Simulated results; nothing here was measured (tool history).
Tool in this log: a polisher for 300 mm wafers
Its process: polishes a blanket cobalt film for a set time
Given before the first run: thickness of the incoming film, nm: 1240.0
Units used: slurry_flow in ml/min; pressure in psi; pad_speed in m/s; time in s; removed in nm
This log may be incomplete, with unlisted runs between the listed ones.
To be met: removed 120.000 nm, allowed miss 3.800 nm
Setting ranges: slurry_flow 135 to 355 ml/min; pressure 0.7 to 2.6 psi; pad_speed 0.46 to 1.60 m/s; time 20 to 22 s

| run | hour | slurry_flow | pressure | pad_speed | time | removed |
|---|---|---|---|---|---|---|
| 1 | 0.0 | 225 | 1.6 | 1.02 | 22 | 94.495 |
| 2 | 5.8 | 230 | 1.7 | 1.02 | 22 | 100.610 |
| 3 | 6.9 | 230 | 1.7 | 1.02 | 22 | 98.830 |
| 4 | 9.5 | 230 | 1.8 | 1.02 | 22 | 104.740 |
| 5 | 17.6 | 230 | 1.8 | 1.02 | 20 | 94.640 |
| 6 | 18.6 | 230 | 1.5 | 1.02 | 20 | 83.707 |
| 7 | 25.6 | 235 | 1.7 | 1.02 | 20 | 89.763 |
| 8 | 31.8 | 235 | 1.9 | 1.02 | 20 | 99.537 |
| 9 | 40.1 | 235 | 2.0 | 1.02 | 20 | 102.410 |
| 10 | 48.3 | 235 | 2.1 | 1.02 | 20 | 107.350 |
| 11 | 50.3 | 235 | 2.2 | 1.02 | 20 | 112.460 |
| 12 | 53.5 | 245 | 2.3 | 1.02 | 20 | 115.020 |

Below are 4 possible settings for the next run. Only one of them brings all results inside the allowed miss of their targets. Which is it?
| A | 56.7 | 270 | 2.1 | 1.00 | 21 | ? |
| B | 56.7 | 315 | 2.5 | 0.86 | 22 | ? |
| C | 56.7 | 250 | 2.2 | 1.00 | 20 | ? |
| D | 56.7 | 265 | 2.0 | 1.08 | 20 | ? |

| move | removed |
|---|---|
| A | 111.870 |
| B | 118.580 |
| C | 109.680 |
| D | 110.180 |
A: further off than the last run
B: hits every target within its allowed miss
C: further off than the last run
D: further off than the last run
Go with B: it meets all targets.

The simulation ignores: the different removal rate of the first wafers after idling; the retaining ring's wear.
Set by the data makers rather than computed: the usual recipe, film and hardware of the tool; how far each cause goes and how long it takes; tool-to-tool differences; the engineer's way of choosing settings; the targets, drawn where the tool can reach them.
